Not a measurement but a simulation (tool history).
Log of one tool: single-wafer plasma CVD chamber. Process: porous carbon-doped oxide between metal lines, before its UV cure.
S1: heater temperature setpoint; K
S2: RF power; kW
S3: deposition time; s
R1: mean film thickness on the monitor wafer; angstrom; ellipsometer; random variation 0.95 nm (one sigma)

run  hour      S1     S2    S3      R1
  1   0.0  558.15  0.570  42.0  2748.6
  2   2.7  558.15  0.540  42.0  2667.3
  3   4.7  558.15  0.540  42.0  2662.0
  4   7.3  565.15  0.540  42.0  2575.7
  5  16.1  559.15  0.555  42.0  2680.9
  6  18.1  552.15  0.555  42.0  2809.5
  7  20.4  552.15  0.555  42.0  2819.4

Forecast run 8:
  8  24.3  550.15  0.560  42.0   ?

Run 8 gave R1 2846.6 angstrom.
